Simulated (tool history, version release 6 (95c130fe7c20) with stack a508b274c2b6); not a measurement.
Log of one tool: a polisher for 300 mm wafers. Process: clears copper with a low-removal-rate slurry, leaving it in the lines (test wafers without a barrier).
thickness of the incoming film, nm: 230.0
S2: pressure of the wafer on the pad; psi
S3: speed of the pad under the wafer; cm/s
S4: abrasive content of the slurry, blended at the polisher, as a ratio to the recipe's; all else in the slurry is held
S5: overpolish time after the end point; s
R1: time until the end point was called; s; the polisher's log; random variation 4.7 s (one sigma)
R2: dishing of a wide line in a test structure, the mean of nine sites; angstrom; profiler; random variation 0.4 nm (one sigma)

Run 1, hour 0: flow of slurry (ml/min) 205, S2 2 psi, S3 92 cm/s, S4 1, S5 25 s. Result: R1 146.26 s, R2 327.31 angstrom.
Run 2, hour 5.7: flow of slurry (ml/min) 205, S2 2 psi, S3 92 cm/s, S4 1, S5 19 s. Result: R1 147.02 s, R2 256.39 angstrom.
Run 3, hour 12.7: flow of slurry (ml/min) 205, S2 2.4 psi, S3 92 cm/s, S4 1, S5 19 s. Result: R1 128.25 s, R2 297.73 angstrom.
Run 4, hour 16.9: flow of slurry (ml/min) 205, S2 2.1 psi, S3 86 cm/s, S4 1, S5 23 s. Result: R1 151.84 s, R2 299.74 angstrom.
Run 5, hour 22.8: flow of slurry (ml/min) 205, S2 1.8 psi, S3 82 cm/s, S4 1, S5 26 s. Result: R1 183.49 s, R2 270.18 angstrom.
Run 6, hour 31.2: flow of slurry (ml/min) 205, S2 1.8 psi, S3 82 cm/s, S4 0.85, S5 26 s. Result: R1 184.47 s, R2 257.93 angstrom.
Run 7, hour 38.7: flow of slurry (ml/min) 205, S2 1.6 psi, S3 80 cm/s, S4 0.9, S5 29 s. Result: R1 214.52 s, R2 256.19 angstrom.

Run 8 comes next. What will it give?
Run 8, hour 44.8: flow of slurry (ml/min) 210, S2 1.5 psi, S3 80 cm/s, S4 0.95, S5 31 s. Result: R1 ?, R2 ?.

Run 8 gave R1 226.69 s, R2 266.18 angstrom.
